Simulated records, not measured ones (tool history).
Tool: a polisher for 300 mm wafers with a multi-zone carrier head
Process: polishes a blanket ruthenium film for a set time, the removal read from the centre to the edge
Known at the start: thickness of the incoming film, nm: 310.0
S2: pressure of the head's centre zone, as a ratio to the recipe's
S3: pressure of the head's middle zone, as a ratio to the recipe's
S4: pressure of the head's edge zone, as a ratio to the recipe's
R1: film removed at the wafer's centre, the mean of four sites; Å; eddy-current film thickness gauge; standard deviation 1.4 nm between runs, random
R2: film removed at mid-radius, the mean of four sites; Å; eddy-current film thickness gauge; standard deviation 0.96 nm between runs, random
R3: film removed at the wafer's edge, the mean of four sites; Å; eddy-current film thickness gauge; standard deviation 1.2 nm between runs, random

{"run": 1, "hour": 0.0, "flow of slurry (ml/min)": 285, "S2": 1, "S3": 1, "S4": 1, "polishing time (s)": 48, "R1": 710.87, "R2": 730.82, "R3": 739.83}
{"run": 2, "hour": 1.1, "flow of slurry (ml/min)": 285, "S2": 1, "S3": 1.04, "S4": 1, "polishing time (s)": 48, "R1": 724.77, "R2": 750.15, "R3": 730.14}
{"run": 3, "hour": 5.7, "flow of slurry (ml/min)": 285, "S2": 1.08, "S3": 1.04, "S4": 1, "polishing time (s)": 48, "R1": 785.74, "R2": 746.81, "R3": 732.93}
{"run": 4, "hour": 8.2, "flow of slurry (ml/min)": 285, "S2": 1.08, "S3": 0.97, "S4": 1, "polishing time (s)": 48, "R1": 772.47, "R2": 700.27, "R3": 736.19}
{"run": 5, "hour": 15.4, "flow of slurry (ml/min)": 285, "S2": 1.08, "S3": 0.97, "S4": 1, "polishing time (s)": 38, "R1": 619.04, "R2": 559.99, "R3": 577.71}
{"run": 6, "hour": 23.3, "flow of slurry (ml/min)": 290, "S2": 1.11, "S3": 1.01, "S4": 1.02, "polishing time (s)": 43, "R1": 723, "R2": 664.94, "R3": 654.04}
{"run": 7, "hour": 26.1, "flow of slurry (ml/min)": 295, "S2": 1.13, "S3": 1.02, "S4": 1.03, "polishing time (s)": 47, "R1": 776.92, "R2": 731.27, "R3": 732.13}

Run 8 is up next; what results do you expect?
{"run": 8, "hour": 31.8, "flow of slurry (ml/min)": 295, "S2": 1.13, "S3": 1.02, "S4": 1.03, "polishing time (s)": 47, "R1": "?", "R2": "?", "R3": "?"}

Run 8 yielded R1 785.57 Å, R2 727.18 Å, R3 725.82 Å.
